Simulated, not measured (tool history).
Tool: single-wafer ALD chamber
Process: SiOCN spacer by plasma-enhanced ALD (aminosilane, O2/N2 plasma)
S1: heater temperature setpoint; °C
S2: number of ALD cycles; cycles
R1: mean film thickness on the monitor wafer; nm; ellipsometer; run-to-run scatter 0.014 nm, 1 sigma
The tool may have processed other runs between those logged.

Run 1, hour 0: S1 380 °C, S2 66 cycles. Result: R1 3.9496 nm.
Run 2, hour 6.3: S1 380 °C, S2 68 cycles. Result: R1 4.0772 nm.
Run 3, hour 14.9: S1 389 °C, S2 68 cycles. Result: R1 4.0742 nm.
Run 4, hour 15.7: S1 389 °C, S2 75 cycles. Result: R1 4.4735 nm.
Run 5, hour 18.3: S1 389 °C, S2 76 cycles. Result: R1 4.5396 nm.
Run 6, hour 22.3: S1 382 °C, S2 76 cycles. Result: R1 4.5549 nm.
Run 7, hour 23.7: S1 382 °C, S2 77 cycles. Result: R1 4.5754 nm.

Run 8 comes next. What will it give?
Run 8, hour 31.7: S1 382 °C, S2 78 cycles. Result: R1 ?.

{"run 8": {"R1": 4.6587}}

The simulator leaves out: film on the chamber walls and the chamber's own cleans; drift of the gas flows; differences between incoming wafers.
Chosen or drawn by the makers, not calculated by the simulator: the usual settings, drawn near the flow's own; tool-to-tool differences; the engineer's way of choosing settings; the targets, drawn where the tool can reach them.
